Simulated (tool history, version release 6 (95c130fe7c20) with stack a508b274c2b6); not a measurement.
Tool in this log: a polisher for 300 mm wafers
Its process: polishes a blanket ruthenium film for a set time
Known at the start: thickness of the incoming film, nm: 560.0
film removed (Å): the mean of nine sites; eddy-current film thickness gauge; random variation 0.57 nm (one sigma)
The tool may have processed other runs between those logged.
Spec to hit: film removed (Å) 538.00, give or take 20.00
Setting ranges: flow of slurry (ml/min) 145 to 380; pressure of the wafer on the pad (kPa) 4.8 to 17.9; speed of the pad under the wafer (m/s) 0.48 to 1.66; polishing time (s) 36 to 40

run    day  flow of slurry (ml/min)  pressure of the wafer on the pad (kPa)  speed of the pad under the wafer (m/s)  polishing time (s)  film removed (Å)
  1  0.000                      245                                    11.0                                    1.06                  40            297.67
  2  0.058                      285                                    11.0                                    1.06                  40            299.83
  3  0.208                      285                                    11.7                                    1.06                  40            316.89
  4  0.579                      285                                    11.7                                    1.30                  40            385.24
  5  0.929                      285                                    12.4                                    1.30                  40            419.49
  6  1.117                      285                                    12.4                                    1.30                  36            370.87
  7  1.408                      285                                    13.1                                    1.30                  36            392.64
  8  1.700                      285                                    13.8                                    1.30                  36            423.02
  9  1.738                      285                                    15.2                                    1.30                  36            454.44
 10  1.792                      285                                    16.5                                    1.30                  36            498.95
 11  1.962                      285                                    17.2                                    1.30                  36            509.12

Consider the 4 candidate settings below. Which is the only one whose results all fall within their allowed miss of target?
  A  2.133                      295                                    15.2                                    1.42                  36                 ?
  B  2.133                      275                                    17.9                                    1.24                  38                 ?
  C  2.133                      240                                    17.9                                    1.40                  38                 ?
  D  2.133                      290                                    17.2                                    1.24                  36                 ?

move  film removed (Å)
   A            499.69
   B            538.35
   C            591.96
   D            494.88
A: further off than the last run
B: every result lands within tolerance
C: moves the result that the last run missed by most past its target, out the other side
D: further off than the last run
Go with B: it meets all targets.
